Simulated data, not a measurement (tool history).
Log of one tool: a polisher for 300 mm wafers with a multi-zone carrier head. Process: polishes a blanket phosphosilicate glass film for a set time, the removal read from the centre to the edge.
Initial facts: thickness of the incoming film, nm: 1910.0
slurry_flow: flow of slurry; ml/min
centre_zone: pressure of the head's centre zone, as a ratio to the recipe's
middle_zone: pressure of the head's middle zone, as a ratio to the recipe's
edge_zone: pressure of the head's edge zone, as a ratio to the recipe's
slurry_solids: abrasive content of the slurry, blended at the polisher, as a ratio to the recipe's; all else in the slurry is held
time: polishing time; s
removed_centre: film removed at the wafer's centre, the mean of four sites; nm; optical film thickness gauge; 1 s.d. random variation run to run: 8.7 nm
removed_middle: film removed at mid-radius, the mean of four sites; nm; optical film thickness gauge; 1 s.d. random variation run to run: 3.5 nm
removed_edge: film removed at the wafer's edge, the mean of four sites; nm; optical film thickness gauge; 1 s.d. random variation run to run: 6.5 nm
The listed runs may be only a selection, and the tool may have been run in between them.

run	hour	slurry_flow	centre_zone	middle_zone	edge_zone	slurry_solids	time	removed_centre	removed_middle	removed_edge
1	0	185	1	1	1	1	79	538.34	520.83	545.24
2	5.3	165	1	1	1	1	79	501.64	504.56	541.62
3	13.2	165	0.94	1	1	1	79	485.29	506.07	541.61
4	14.4	165	0.94	1	0.95	1	79	476.77	504.2	521.03
5	22.7	165	0.94	0.95	0.95	1	79	464.56	482.53	530.42
6	27.6	130	0.94	0.95	0.95	1	79	450.83	450.57	510.58

Run 7 has not been measured yet. What should we expect?
7	35.7	135	0.98	0.95	0.95	1	79	?	?	?

removed_centre: 462.28 nm
removed_middle: 462.84 nm
removed_edge: 495.01 nm
